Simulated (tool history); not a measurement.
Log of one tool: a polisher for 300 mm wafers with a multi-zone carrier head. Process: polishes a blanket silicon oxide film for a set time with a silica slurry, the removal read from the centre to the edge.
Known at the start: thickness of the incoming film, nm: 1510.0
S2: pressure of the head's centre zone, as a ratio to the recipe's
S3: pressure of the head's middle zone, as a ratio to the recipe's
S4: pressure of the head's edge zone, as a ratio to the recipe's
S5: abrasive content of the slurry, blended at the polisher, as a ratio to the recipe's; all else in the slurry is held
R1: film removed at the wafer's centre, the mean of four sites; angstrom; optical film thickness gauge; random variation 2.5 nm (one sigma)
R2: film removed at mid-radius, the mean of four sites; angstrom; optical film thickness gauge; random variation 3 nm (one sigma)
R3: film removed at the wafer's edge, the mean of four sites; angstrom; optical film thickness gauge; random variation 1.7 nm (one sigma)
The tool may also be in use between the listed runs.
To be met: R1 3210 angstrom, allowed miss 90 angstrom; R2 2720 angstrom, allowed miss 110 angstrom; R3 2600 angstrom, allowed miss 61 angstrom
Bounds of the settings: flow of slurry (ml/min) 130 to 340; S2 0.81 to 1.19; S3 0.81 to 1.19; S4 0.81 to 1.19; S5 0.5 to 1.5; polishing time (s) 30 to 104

{"run": 1, "hour": 0.0, "flow of slurry (ml/min)": 220, "S2": 1, "S3": 1, "S4": 1, "S5": 1, "polishing time (s)": 67, "R1": 2397.6, "R2": 2380.8, "R3": 2327.7}
{"run": 2, "hour": 1.5, "flow of slurry (ml/min)": 240, "S2": 1.06, "S3": 1.02, "S4": 1.03, "S5": 1.05, "polishing time (s)": 67, "R1": 2658.7, "R2": 2491.4, "R3": 2458.1}
{"run": 3, "hour": 7.8, "flow of slurry (ml/min)": 240, "S2": 1.06, "S3": 1.02, "S4": 1.03, "S5": 1.05, "polishing time (s)": 80, "R1": 3191, "R2": 2991.8, "R3": 2930.8}
{"run": 4, "hour": 14.3, "flow of slurry (ml/min)": 225, "S2": 1.08, "S3": 1, "S4": 0.98, "S5": 1.05, "polishing time (s)": 80, "R1": 3236.6, "R2": 2952.2, "R3": 2834.9}
{"run": 5, "hour": 18.5, "flow of slurry (ml/min)": 210, "S2": 1.09, "S3": 0.98, "S4": 0.95, "S5": 1.05, "polishing time (s)": 80, "R1": 3180.6, "R2": 2798.4, "R3": 2757.3}
{"run": 6, "hour": 25.5, "flow of slurry (ml/min)": 205, "S2": 1.1, "S3": 0.98, "S4": 0.93, "S5": 1.05, "polishing time (s)": 80, "R1": 3226.3, "R2": 2800.8, "R3": 2760}
{"run": 7, "hour": 27.5, "flow of slurry (ml/min)": 200, "S2": 1.11, "S3": 0.98, "S4": 0.9, "S5": 1.05, "polishing time (s)": 80, "R1": 3186.8, "R2": 2889.8, "R3": 2702}
{"run": 8, "hour": 29.5, "flow of slurry (ml/min)": 195, "S2": 1.12, "S3": 0.97, "S4": 0.89, "S5": 1.05, "polishing time (s)": 80, "R1": 3248, "R2": 2809.5, "R3": 2686.7}

5 next moves are on the table. One of them brings every result within its allowed miss. Which?
{"run": "A", "hour": 31.5, "flow of slurry (ml/min)": 220, "S2": 1.15, "S3": 1, "S4": 0.91, "S5": 1.1, "polishing time (s)": 74, "R1": "?", "R2": "?", "R3": "?"}
{"run": "B", "hour": 31.5, "flow of slurry (ml/min)": 210, "S2": 1.18, "S3": 1.07, "S4": 0.81, "S5": 1.05, "polishing time (s)": 78, "R1": "?", "R2": "?", "R3": "?"}
{"run": "C", "hour": 31.5, "flow of slurry (ml/min)": 195, "S2": 1.14, "S3": 1.05, "S4": 0.89, "S5": 1.15, "polishing time (s)": 78, "R1": "?", "R2": "?", "R3": "?"}
{"run": "D", "hour": 31.5, "flow of slurry (ml/min)": 200, "S2": 1.12, "S3": 0.96, "S4": 0.94, "S5": 1.1, "polishing time (s)": 80, "R1": "?", "R2": "?", "R3": "?"}
{"run": "E", "hour": 31.5, "flow of slurry (ml/min)": 190, "S2": 1.1, "S3": 0.93, "S4": 0.92, "S5": 1, "polishing time (s)": 83, "R1": "?", "R2": "?", "R3": "?"}

move=A R1=3239.5 R2=2702.8 R3=2581
move=B R1=3406.2 R2=2933.7 R3=2512.7
move=C R1=3381.7 R2=2972.4 R3=2706.9
move=D R1=3354.3 R2=2782.9 R3=2803.7
move=E R1=3238.4 R2=2667.9 R3=2739.6
A: meets every target
B: takes the result that was furthest off past its target
C: further off than the last run
D: further off than the last run
E: further off than the last run
Move A is the one to make.
